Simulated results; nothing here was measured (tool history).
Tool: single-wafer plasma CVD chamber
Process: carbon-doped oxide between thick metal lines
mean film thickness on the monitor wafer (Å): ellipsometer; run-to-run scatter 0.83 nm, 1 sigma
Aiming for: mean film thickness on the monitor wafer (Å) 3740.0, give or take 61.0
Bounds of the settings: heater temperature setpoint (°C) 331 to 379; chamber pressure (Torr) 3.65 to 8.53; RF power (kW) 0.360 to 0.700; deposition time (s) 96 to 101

run  hour  heater temperature setpoint (°C)  chamber pressure (Torr)  RF power (kW)  deposition time (s)  mean film thickness on the monitor wafer (Å)
  1   0.0                               355                     6.09          0.530                  101                                        5318.4
  2   3.8                               355                     6.78          0.530                  101                                        5367.4
  3   9.3                               363                     5.77          0.475                   99                                        4563.4
  4  12.3                               367                     5.34          0.455                   99                                        4277.3
  5  16.3                               370                     4.93          0.445                   99                                        4107.5
  6  24.1                               372                     4.60          0.440                   99                                        4004.6
  7  25.1                               374                     4.35          0.435                   99                                        3915.1
  8  29.2                               377                     3.75          0.410                   99                                        3548.6
  9  33.7                               374                     3.84          0.410                   99                                        3575.4
 10  34.5                               374                     4.03          0.410                   99                                        3596.5
 11  41.6                               374                     4.22          0.410                   99                                        3615.0
 12  48.8                               372                     4.38          0.410                   99                                        3643.5
 13  54.2                               372                     4.38          0.410                   99                                        3644.9
 14  57.5                               372                     4.52          0.410                   99                                        3666.4
 15  61.4                               372                     4.65          0.410                   99                                        3667.0

Which single option among these 5 for the next run brings every result within its allowed miss of target? Just one does.
  A  65.3                               368                     5.42          0.405                   96                                             ?
  B  65.3                               374                     4.72          0.400                   99                                             ?
  C  65.3                               379                     4.79          0.420                   96                                             ?
  D  65.3                               368                     4.54          0.425                  101                                             ?
  E  65.3                               369                     4.01          0.415                  100                                             ?

move  mean film thickness on the monitor wafer (Å)
   A                                        3570.7
   B                                        3525.4
   C                                        3622.2
   D                                        3923.0
   E                                        3707.5
A: moves away from the targets compared with the last run
B: moves away from the targets compared with the last run
C: moves away from the targets compared with the last run
D: pushes the last run's worst result past its target
E: meets every target
Go with E: it meets all targets.
